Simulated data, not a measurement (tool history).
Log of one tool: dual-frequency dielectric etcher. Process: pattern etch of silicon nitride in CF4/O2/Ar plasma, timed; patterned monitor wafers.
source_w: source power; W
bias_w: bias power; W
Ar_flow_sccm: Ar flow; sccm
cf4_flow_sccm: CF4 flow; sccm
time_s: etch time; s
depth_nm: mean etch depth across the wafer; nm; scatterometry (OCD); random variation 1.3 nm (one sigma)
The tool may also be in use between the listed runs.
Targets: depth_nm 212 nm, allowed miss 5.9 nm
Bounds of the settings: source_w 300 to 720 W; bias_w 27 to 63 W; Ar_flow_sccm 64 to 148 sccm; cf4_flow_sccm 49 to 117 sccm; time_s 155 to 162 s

run,hour,source_w,bias_w,Ar_flow_sccm,cf4_flow_sccm,time_s,depth_nm
1,0,510,45,106,83,155,265.27
2,1.3,510,45,122,83,155,261.78
3,9,440,45,122,83,155,241.39
4,14.5,380,45,122,83,155,223.39
5,23.2,460,45,122,83,155,246.99
6,24.3,390,45,122,83,155,225.23
7,29.9,380,45,122,83,155,227.49
8,30.7,360,45,122,83,155,219.69

4 next moves are on the table. One of them brings every result within its allowed miss. Which?
A,31.5,360,47,116,87,160.5,?
B,31.5,340,54,128,80,155,?
C,31.5,380,46,126,80,159,?
D,31.5,340,40,109,95,156,?

move,depth_nm
A,231.6
B,222.06
C,229.27
D,213.69
A: further off than the last run
B: further off than the last run
C: further off than the last run
D: meets every target
The right move is D.
